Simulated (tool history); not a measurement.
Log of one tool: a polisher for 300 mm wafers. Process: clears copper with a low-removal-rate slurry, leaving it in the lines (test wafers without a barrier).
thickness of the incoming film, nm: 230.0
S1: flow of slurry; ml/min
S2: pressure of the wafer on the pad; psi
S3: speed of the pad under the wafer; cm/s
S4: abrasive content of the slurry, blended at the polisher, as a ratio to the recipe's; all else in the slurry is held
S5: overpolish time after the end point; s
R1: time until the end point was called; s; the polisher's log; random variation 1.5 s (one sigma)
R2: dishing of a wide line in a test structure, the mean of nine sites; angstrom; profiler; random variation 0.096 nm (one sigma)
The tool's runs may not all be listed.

run    day   S1   S2   S3    S4  S5      R1      R2
  1      0  125  2.4  122     1  10  86.736  212.55
  2  0.125  125  2.4  136     1  10  77.745  234.35
  3  0.254  125  2.4  136     1  14  78.731  311.57
  4    0.6   95  2.4  136     1  14  85.113  291.16
  5  0.921   90  2.1  142  0.85  11    97.7  205.47
  6  1.112   90  1.5  142  0.85  11  137.53  149.32
  7  1.371   85  1.4  144     1   9  137.26  122.42
  8  1.683   80  1.3  146  1.15   7  145.48  94.707
  9  1.908   80  1.3  150  1.25   6  134.08  82.471
 10  2.258   80  1.2  154   1.3   5  143.33  66.483
 11  2.454  100  1.2  156  1.35   4  132.08  59.543
 12  2.617  110  1.2  156   1.4   4  126.26  62.085
 13  2.933  130  1.2  150  1.45   4  123.63  58.537
 14  3.079  140  1.2  148  1.45   4  123.29   61.79
 15  3.108  135  1.2  152  1.45   4   122.4  61.244

The next listed run, before its measurement:
 16  3.417  150  1.2  148  1.45   4   ?   ?

Run 16 gave R1 124.66 s, R2 62.489 angstrom.

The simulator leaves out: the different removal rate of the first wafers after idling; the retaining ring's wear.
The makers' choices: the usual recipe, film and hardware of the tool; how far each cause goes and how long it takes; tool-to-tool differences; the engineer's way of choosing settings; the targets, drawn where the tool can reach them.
